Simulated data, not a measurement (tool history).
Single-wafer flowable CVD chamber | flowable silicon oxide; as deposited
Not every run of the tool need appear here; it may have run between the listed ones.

| run | day | heater temperature setpoint (deg C) | chamber pressure (mTorr) | RF power (kW) | deposition time (s) | mean film thickness on the monitor wafer (nm) |
|---|---|---|---|---|---|---|
| 1 | 0.000 | 100 | 936 | 2.545 | 312 | 207.24 |
| 2 | 0.342 | 95 | 937 | 2.545 | 312 | 251.23 |
| 3 | 0.621 | 92 | 938 | 2.545 | 312 | 281.47 |
| 4 | 0.829 | 90 | 938 | 2.545 | 312 | 305.07 |
| 5 | 0.942 | 100 | 938 | 2.545 | 312 | 208.42 |
| 6 | 0.996 | 96 | 939 | 2.545 | 312 | 241.94 |
| 7 | 1.162 | 93 | 940 | 2.545 | 312 | 271.04 |
| 8 | 1.438 | 91 | 940 | 2.545 | 312 | 293.94 |
| 9 | 1.804 | 89 | 940 | 2.545 | 312 | 314.97 |

The next listed run, before its measurement:
| 10 | 2.088 | 88 | 940 | 2.545 | 312 | ? |

{"run 10": {"mean film thickness on the monitor wafer (nm)": 321.36}}
